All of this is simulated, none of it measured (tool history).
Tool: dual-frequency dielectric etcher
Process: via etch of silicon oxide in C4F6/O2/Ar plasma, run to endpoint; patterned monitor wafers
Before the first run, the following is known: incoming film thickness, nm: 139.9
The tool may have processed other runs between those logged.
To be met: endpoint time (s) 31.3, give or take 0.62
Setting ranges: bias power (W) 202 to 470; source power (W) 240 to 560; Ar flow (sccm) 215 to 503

{"run": 1, "hour": 0.0, "bias power (W)": 336, "source power (W)": 400, "Ar flow (sccm)": 359, "endpoint time (s)": 36.157}
{"run": 2, "hour": 7.1, "bias power (W)": 360, "source power (W)": 400, "Ar flow (sccm)": 359, "endpoint time (s)": 35.506}
{"run": 3, "hour": 16.0, "bias power (W)": 360, "source power (W)": 400, "Ar flow (sccm)": 315, "endpoint time (s)": 34.774}
{"run": 4, "hour": 21.8, "bias power (W)": 394, "source power (W)": 400, "Ar flow (sccm)": 315, "endpoint time (s)": 33.935}
{"run": 5, "hour": 23.4, "bias power (W)": 411, "source power (W)": 410, "Ar flow (sccm)": 313, "endpoint time (s)": 32.868}
{"run": 6, "hour": 31.0, "bias power (W)": 423, "source power (W)": 410, "Ar flow (sccm)": 312, "endpoint time (s)": 32.739}
{"run": 7, "hour": 39.1, "bias power (W)": 423, "source power (W)": 410, "Ar flow (sccm)": 312, "endpoint time (s)": 33.15}
{"run": 8, "hour": 40.5, "bias power (W)": 431, "source power (W)": 420, "Ar flow (sccm)": 309, "endpoint time (s)": 32.342}
{"run": 9, "hour": 44.1, "bias power (W)": 439, "source power (W)": 420, "Ar flow (sccm)": 308, "endpoint time (s)": 32.324}

4 next moves are on the table. One of them brings every result within its allowed miss. Which?
{"run": "A", "hour": 47.7, "bias power (W)": 441, "source power (W)": 460, "Ar flow (sccm)": 343, "endpoint time (s)": "?"}
{"run": "B", "hour": 47.7, "bias power (W)": 411, "source power (W)": 400, "Ar flow (sccm)": 374, "endpoint time (s)": "?"}
{"run": "C", "hour": 47.7, "bias power (W)": 470, "source power (W)": 400, "Ar flow (sccm)": 349, "endpoint time (s)": "?"}
{"run": "D", "hour": 47.7, "bias power (W)": 424, "source power (W)": 390, "Ar flow (sccm)": 303, "endpoint time (s)": "?"}

move=A endpoint_time_(s)=31.041
move=B endpoint_time_(s)=33.79
move=C endpoint_time_(s)=32.262
move=D endpoint_time_(s)=33.206
A: in spec on every target
B: misses by more than the last run did
C: gains on the last run, yet a result remains outside its allowed miss
D: misses by more than the last run did
Move A is the one to make.

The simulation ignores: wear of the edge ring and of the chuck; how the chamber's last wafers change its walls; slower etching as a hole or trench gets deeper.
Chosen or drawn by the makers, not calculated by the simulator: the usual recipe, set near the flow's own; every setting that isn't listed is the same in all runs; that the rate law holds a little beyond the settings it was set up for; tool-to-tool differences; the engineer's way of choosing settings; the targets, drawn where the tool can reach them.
